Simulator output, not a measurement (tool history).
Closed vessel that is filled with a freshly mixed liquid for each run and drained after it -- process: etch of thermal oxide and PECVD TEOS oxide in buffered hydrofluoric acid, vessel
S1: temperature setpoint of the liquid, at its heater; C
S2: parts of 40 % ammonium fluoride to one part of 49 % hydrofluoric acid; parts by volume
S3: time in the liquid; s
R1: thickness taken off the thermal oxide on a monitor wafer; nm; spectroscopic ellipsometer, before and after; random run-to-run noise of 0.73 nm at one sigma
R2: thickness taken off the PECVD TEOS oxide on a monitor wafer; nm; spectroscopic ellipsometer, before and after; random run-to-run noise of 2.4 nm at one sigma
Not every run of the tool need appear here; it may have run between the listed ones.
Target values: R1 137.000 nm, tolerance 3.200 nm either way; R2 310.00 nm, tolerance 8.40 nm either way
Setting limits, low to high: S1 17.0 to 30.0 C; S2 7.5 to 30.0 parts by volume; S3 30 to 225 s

{"run": 1, "hour": 0.0, "S1": 22.0, "S2": 22.0, "S3": 115, "R1": 58.738, "R2": 134.18}
{"run": 2, "hour": 3.7, "S1": 23.0, "S2": 20.5, "S3": 115, "R1": 64.907, "R2": 148.69}
{"run": 3, "hour": 6.9, "S1": 23.0, "S2": 20.5, "S3": 150, "R1": 84.734, "R2": 194.15}
{"run": 4, "hour": 8.3, "S1": 24.0, "S2": 20.0, "S3": 150, "R1": 90.991, "R2": 207.01}
{"run": 5, "hour": 14.0, "S1": 25.0, "S2": 19.5, "S3": 150, "R1": 97.99, "R2": 223.78}
{"run": 6, "hour": 18.5, "S1": 25.0, "S2": 24.0, "S3": 150, "R1": 85.043, "R2": 193.99}
{"run": 7, "hour": 21.8, "S1": 25.5, "S2": 23.0, "S3": 150, "R1": 90.836, "R2": 203.73}
{"run": 8, "hour": 28.8, "S1": 26.0, "S2": 22.0, "S3": 150, "R1": 95.951, "R2": 217.31}
{"run": 9, "hour": 30.8, "S1": 26.5, "S2": 21.5, "S3": 150, "R1": 99.933, "R2": 225.13}
{"run": 10, "hour": 36.5, "S1": 27.0, "S2": 21.0, "S3": 150, "R1": 103.92, "R2": 236.6}
{"run": 11, "hour": 37.4, "S1": 27.5, "S2": 20.5, "S3": 150, "R1": 108.52, "R2": 247.64}
{"run": 12, "hour": 43.0, "S1": 28.0, "S2": 20.0, "S3": 150, "R1": 113.88, "R2": 257.77}
{"run": 13, "hour": 46.4, "S1": 30.0, "S2": 17.5, "S3": 150, "R1": 143.87, "R2": 322.68}

Below are 4 possible settings for the next run. Only one of them brings all results inside the allowed miss of their targets. Which is it?
{"run": "A", "hour": 49.8, "S1": 27.0, "S2": 16.5, "S3": 175, "R1": "?", "R2": "?"}
{"run": "B", "hour": 49.8, "S1": 24.0, "S2": 13.5, "S3": 170, "R1": "?", "R2": "?"}
{"run": "C", "hour": 49.8, "S1": 30.0, "S2": 21.5, "S3": 170, "R1": "?", "R2": "?"}
{"run": "D", "hour": 49.8, "S1": 28.0, "S2": 15.5, "S3": 150, "R1": "?", "R2": "?"}

move=A R1=150.570 R2=340.99
move=B R1=151.440 R2=342.95
move=C R1=135.160 R2=306.08
move=D R1=144.770 R2=327.85
A: moves away from the targets compared with the last run
B: moves away from the targets compared with the last run
C: all results in spec
D: moves away from the targets compared with the last run
So the answer is move C, the one that meets all the targets.
